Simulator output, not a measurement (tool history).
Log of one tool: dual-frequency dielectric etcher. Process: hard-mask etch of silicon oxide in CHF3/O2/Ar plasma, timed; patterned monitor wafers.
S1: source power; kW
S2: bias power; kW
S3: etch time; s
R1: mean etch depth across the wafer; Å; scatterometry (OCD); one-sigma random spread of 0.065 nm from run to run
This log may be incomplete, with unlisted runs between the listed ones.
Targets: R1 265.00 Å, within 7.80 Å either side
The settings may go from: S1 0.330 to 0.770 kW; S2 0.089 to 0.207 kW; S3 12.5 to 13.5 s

run  hour     S1     S2    S3      R1
  1   0.0  0.550  0.148  13.5  222.49
  2   4.7  0.550  0.172  13.5  234.92
  3   8.3  0.550  0.172  13.5  233.69
  4  13.7  0.570  0.174  13.5  237.53
  5  22.5  0.580  0.176  13.5  239.87
  6  28.1  0.580  0.176  12.5  221.18
  7  36.1  0.600  0.180  12.5  225.00
  8  44.6  0.620  0.183  12.5  228.29
  9  52.5  0.640  0.186  12.5  231.38
 10  60.0  0.650  0.188  12.5  233.83
 11  60.8  0.660  0.190  12.5  235.90

Exactly one of the 4 candidate moves below puts every result within its allowed miss. Which one?
  A  61.6  0.720  0.183  12.5   ?
  B  61.6  0.770  0.193  13.5   ?
  C  61.6  0.760  0.203  12.5   ?
  D  61.6  0.620  0.176  13.0   ?

move      R1
   A  237.68
   B  266.75
   C  250.68
   D  233.88
A: gains on the last run, yet a result remains outside its allowed miss
B: every result lands within tolerance
C: gains on the last run, yet a result remains outside its allowed miss
D: its largest miss is bigger than the last run's
Answer: B
